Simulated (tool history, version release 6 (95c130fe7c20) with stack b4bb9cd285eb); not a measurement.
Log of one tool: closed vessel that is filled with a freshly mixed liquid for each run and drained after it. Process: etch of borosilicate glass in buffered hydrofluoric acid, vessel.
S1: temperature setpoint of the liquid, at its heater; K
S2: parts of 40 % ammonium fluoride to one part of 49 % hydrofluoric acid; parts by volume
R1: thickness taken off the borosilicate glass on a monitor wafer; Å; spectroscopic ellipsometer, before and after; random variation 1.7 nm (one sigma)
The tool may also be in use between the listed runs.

Run 1, hour 0: S1 298.15 K, S2 17.5 parts by volume, time in the liquid (s) 105. Result: R1 895.46 Å.
Run 2, hour 3: S1 299.15 K, S2 16.5 parts by volume, time in the liquid (s) 105. Result: R1 995.85 Å.
Run 3, hour 10.2: S1 299.15 K, S2 16.5 parts by volume, time in the liquid (s) 115. Result: R1 1093.6 Å.
Run 4, hour 14.7: S1 299.15 K, S2 13.5 parts by volume, time in the liquid (s) 115. Result: R1 1332 Å.
Run 5, hour 19.5: S1 300.15 K, S2 13.5 parts by volume, time in the liquid (s) 115. Result: R1 1397.1 Å.
Run 6, hour 21.6: S1 301.15 K, S2 13.5 parts by volume, time in the liquid (s) 115. Result: R1 1445.4 Å.
Run 7, hour 27.1: S1 301.65 K, S2 13 parts by volume, time in the liquid (s) 115. Result: R1 1548.2 Å.
Run 8, hour 30.6: S1 302.15 K, S2 13 parts by volume, time in the liquid (s) 115. Result: R1 1634.1 Å.
Run 9, hour 38.7: S1 302.65 K, S2 13 parts by volume, time in the liquid (s) 115. Result: R1 1690.3 Å.

The next listed run, before its measurement:
Run 10, hour 39.9: S1 303.15 K, S2 13 parts by volume, time in the liquid (s) 115. Result: R1 ?.

R1: 1712.8 Å
